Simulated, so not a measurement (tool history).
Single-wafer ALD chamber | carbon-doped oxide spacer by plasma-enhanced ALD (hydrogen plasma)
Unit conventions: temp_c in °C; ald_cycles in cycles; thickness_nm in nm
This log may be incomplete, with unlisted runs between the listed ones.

run,day,temp_c,ald_cycles,thickness_nm
1,0.000,395,184,9.0494
2,0.079,385,184,9.0050
3,0.300,385,188,9.2466
4,0.421,385,191,9.3779
5,0.500,385,194,9.5133
6,0.829,385,182,8.9208
7,0.933,385,186,9.0953
8,1.308,385,189,9.2882
9,1.642,385,192,9.3939
10,1.746,385,195,9.5922
11,1.783,385,197,9.6461
12,1.908,385,199,9.7937

Estimate the outcome of run 13 from the log above:
13,2.142,385,200,?

{"run 13": {"thickness_nm": 9.7946}}

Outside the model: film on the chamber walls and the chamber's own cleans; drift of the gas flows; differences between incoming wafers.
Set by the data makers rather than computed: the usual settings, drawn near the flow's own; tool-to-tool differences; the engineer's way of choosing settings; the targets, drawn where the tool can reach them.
